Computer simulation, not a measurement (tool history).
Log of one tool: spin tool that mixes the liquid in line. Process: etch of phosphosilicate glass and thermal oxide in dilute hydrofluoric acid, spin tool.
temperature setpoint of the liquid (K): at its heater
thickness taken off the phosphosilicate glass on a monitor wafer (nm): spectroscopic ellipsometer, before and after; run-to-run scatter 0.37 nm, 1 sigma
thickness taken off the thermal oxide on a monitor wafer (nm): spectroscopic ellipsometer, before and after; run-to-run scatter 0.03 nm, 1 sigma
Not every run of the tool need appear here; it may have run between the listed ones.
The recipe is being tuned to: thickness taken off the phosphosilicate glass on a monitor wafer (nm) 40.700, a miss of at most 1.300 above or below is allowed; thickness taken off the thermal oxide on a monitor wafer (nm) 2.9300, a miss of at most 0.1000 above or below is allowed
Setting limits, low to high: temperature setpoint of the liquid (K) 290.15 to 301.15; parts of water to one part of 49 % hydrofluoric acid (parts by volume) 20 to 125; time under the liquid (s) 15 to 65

| run | day | temperature setpoint of the liquid (K) | parts of water to one part of 49 % hydrofluoric acid (parts by volume) | time under the liquid (s) | thickness taken off the phosphosilicate glass on a monitor wafer (nm) | thickness taken off the thermal oxide on a monitor wafer (nm) |
|---|---|---|---|---|---|---|
| 1 | 0.000 | 293.15 | 70 | 35 | 29.561 | 2.0970 |
| 2 | 0.362 | 295.15 | 70 | 35 | 31.502 | 2.3094 |
| 3 | 0.479 | 295.65 | 65 | 35 | 35.154 | 2.5498 |
| 4 | 0.838 | 296.15 | 65 | 35 | 35.522 | 2.6203 |
| 5 | 1.208 | 297.65 | 65 | 35 | 38.049 | 2.8004 |
| 6 | 1.246 | 295.65 | 65 | 35 | 35.534 | 2.5401 |
| 7 | 1.421 | 296.15 | 65 | 35 | 36.718 | 2.6111 |
| 8 | 1.596 | 296.65 | 65 | 35 | 36.760 | 2.6879 |
| 9 | 1.971 | 297.15 | 65 | 35 | 37.992 | 2.7038 |
| 10 | 2.171 | 297.65 | 65 | 35 | 38.911 | 2.7458 |

Next run, 4 choices. One meets every target within its allowed miss, the rest don't. Which?
| A | 2.371 | 300.15 | 85 | 40 | ? | ? |
| B | 2.371 | 300.15 | 50 | 25 | ? | ? |
| C | 2.371 | 297.15 | 65 | 35 | ? | ? |
| D | 2.371 | 297.15 | 75 | 40 | ? | ? |

| move | thickness taken off the phosphosilicate glass on a monitor wafer (nm) | thickness taken off the thermal oxide on a monitor wafer (nm) |
|---|---|---|
| A | 36.103 | 2.5852 |
| B | 40.272 | 2.8837 |
| C | 37.640 | 2.6952 |
| D | 36.804 | 2.6354 |
A: its largest miss is bigger than the last run's
B: meets every target
C: its largest miss is bigger than the last run's
D: its largest miss is bigger than the last run's
The right move is B.

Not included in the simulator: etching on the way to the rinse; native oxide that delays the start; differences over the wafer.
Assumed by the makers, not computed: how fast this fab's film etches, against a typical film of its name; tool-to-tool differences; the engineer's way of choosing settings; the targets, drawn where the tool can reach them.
